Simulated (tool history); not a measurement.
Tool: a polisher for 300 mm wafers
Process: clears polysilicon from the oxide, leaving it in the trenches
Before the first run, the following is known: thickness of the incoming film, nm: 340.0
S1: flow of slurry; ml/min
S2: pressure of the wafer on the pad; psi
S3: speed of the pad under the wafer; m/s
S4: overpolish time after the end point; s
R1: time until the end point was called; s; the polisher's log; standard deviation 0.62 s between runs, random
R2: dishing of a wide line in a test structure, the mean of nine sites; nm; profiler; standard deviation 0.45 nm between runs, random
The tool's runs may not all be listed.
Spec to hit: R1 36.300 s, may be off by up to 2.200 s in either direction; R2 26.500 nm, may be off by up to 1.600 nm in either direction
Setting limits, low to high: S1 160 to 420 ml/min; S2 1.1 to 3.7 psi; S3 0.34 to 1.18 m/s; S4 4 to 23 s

run,day,S1,S2,S3,S4,R1,R2
1,0.000,270,2.4,0.76,12,30.398,42.504
2,0.138,270,2.3,0.76,10,31.585,39.919
3,0.183,270,2.3,0.76,6,32.405,35.461
4,0.546,270,2.5,0.76,6,30.289,36.231
5,0.833,275,2.1,0.82,5,32.685,32.004
6,0.975,215,2.1,0.82,5,33.744,32.035
7,1.029,215,2.1,0.82,5,33.992,31.395
8,1.375,205,2.0,0.86,5,33.057,31.778
9,1.529,190,1.7,0.92,5,36.879,29.549
10,1.854,180,1.6,0.96,5,37.815,29.436
11,1.942,175,1.5,1.02,5,37.255,28.944
12,2.204,170,1.4,1.06,5,37.529,28.843
13,2.242,160,1.3,1.12,4,39.975,25.192

Exercise: of the 5 proposed moves below, exactly one satisfies all targets within the stated allowed misses. Which move is it?
A,2.279,160,1.2,1.18,4,?,?
B,2.279,165,1.4,1.12,5,?,?
C,2.279,195,1.2,1.18,6,?,?
D,2.279,175,1.5,1.08,5,?,?
E,2.279,160,1.4,1.18,4,?,?

move,R1,R2
A,40.047,24.116
B,36.302,29.255
C,39.183,30.937
D,34.995,29.841
E,34.614,26.435
A: neither nearer nor further off than the last run
B: the worst result of the last run now meets its target, but another is out of spec
C: the biggest miss grows against the last run
D: the worst result of the last run now meets its target, but another is out of spec
E: hits every target within its allowed miss
E is the move that brings every result within its allowed miss.
